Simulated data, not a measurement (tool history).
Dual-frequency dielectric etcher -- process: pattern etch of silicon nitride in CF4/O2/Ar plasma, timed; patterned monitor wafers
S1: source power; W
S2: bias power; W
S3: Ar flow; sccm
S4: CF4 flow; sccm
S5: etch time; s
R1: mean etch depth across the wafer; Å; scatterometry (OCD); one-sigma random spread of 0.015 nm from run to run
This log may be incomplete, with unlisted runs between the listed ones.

run  hour   S1  S2   S3  S4   S5       R1
  1   0.0  720  51   85  70  6.0  148.710
  2   1.2  720  51   85  70  5.5  136.500
  3   8.6  720  51   85  70  6.0  149.220
  4  12.3  630  44   96  61  6.0  116.920
  5  19.2  720  44   96  61  6.0  135.110
  6  21.1  720  44   96  49  6.0  130.800
  7  29.3  630  40  100  47  6.0  107.450

Run 8 has not been measured yet. What should we expect?
  8  31.2  490  31  103  46  6.0   ?

Run 8 yielded R1 71.604 Å.
